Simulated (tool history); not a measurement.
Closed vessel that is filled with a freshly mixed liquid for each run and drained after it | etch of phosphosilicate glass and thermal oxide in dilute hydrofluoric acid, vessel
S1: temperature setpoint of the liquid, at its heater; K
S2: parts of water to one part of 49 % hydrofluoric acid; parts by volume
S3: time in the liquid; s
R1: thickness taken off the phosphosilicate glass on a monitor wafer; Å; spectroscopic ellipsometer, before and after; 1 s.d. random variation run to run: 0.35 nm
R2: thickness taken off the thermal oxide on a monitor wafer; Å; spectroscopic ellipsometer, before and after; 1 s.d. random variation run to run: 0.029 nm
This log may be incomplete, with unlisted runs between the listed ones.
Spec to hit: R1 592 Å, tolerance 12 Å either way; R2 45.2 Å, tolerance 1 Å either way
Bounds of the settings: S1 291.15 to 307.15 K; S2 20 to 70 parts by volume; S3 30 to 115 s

run,hour,S1,S2,S3,R1,R2
1,0,299.15,40,60,1101.9,83.234
2,6.6,299.15,30,60,1488.3,112.67
3,11.1,299.15,30,35,861.76,66.6
4,16.9,296.65,30,35,775.93,58.506
5,19.5,296.65,30,50,1109.5,85.48
6,25.3,298.15,30,50,1181.6,90.14
7,33,294.15,45,50,651.19,50.489
8,34.8,293.65,45,50,642.42,48.296
9,42.7,293.15,45,50,625.32,47.659
10,48,292.65,45,50,621.28,46.889

Below are 4 possible settings for the next run. Only one of them brings all results inside the allowed miss of their targets. Which is it?
A,53.3,306.15,60,40,?,?
B,53.3,292.65,40,45,?,?
C,53.3,298.65,35,30,?,?
D,53.3,292.15,50,55,?,?

move,R1,R2
A,619.69,47.328
B,623.16,47.592
C,615.03,46.971
D,589.37,45.012
A: an improvement on the last run, though not all results are within tolerance
B: moves away from the targets compared with the last run
C: an improvement on the last run, though not all results are within tolerance
D: meets every target
Go with D: it meets all targets.

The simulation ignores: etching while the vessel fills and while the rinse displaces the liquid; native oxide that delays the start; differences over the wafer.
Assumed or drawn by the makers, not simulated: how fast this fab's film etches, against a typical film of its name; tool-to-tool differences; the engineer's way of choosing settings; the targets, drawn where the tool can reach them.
